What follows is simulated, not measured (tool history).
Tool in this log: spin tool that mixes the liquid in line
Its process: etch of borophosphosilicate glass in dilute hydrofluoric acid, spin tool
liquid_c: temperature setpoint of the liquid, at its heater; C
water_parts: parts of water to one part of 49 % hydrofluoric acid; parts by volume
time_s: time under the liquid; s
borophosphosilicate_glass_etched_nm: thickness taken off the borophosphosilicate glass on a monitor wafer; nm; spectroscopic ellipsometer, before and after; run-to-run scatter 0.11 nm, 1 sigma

run	day	liquid_c	water_parts	time_s	borophosphosilicate_glass_etched_nm
1	0.000	22.0	60	45	36.255
2	0.346	20.5	65	45	30.752
3	0.500	20.5	65	50	34.203
4	0.808	20.5	75	50	29.493
5	1.138	19.0	75	50	27.327
6	1.192	20.5	75	50	29.449

Run 7 is up next; what results do you expect?
7	1.454	19.5	75	50	?

{"run 7": {"borophosphosilicate_glass_etched_nm": 28.366}}

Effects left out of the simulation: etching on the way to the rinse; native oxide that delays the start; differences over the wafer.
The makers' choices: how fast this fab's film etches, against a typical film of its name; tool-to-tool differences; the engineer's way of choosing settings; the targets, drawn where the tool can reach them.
